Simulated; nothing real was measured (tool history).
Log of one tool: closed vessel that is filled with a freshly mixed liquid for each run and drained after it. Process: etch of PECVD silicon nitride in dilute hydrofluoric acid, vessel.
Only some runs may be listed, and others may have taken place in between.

| run | hour | temperature setpoint of the liquid (°C) | parts of water to one part of 49 % hydrofluoric acid (parts by volume) | time in the liquid (s) | thickness taken off the PECVD silicon nitride on a monitor wafer (angstrom) |
|---|---|---|---|---|---|
| 1 | 0.0 | 23.0 | 45 | 835 | 944.75 |
| 2 | 6.4 | 20.5 | 45 | 835 | 796.89 |
| 3 | 13.8 | 20.5 | 45 | 890 | 844.26 |
| 4 | 20.5 | 21.5 | 45 | 890 | 911.64 |
| 5 | 21.2 | 22.5 | 45 | 890 | 975.20 |
| 6 | 26.5 | 23.0 | 45 | 890 | 1005.00 |
| 7 | 34.9 | 23.0 | 45 | 890 | 1005.80 |
| 8 | 42.3 | 23.5 | 45 | 890 | 1049.30 |
| 9 | 45.0 | 24.0 | 45 | 890 | 1075.80 |
| 10 | 46.4 | 24.5 | 45 | 890 | 1113.10 |

Forecast run 11:
| 11 | 48.9 | 28.0 | 45 | 890 | ? |

{"run 11": {"thickness taken off the PECVD silicon nitride on a monitor wafer (angstrom)": 1408.1}}

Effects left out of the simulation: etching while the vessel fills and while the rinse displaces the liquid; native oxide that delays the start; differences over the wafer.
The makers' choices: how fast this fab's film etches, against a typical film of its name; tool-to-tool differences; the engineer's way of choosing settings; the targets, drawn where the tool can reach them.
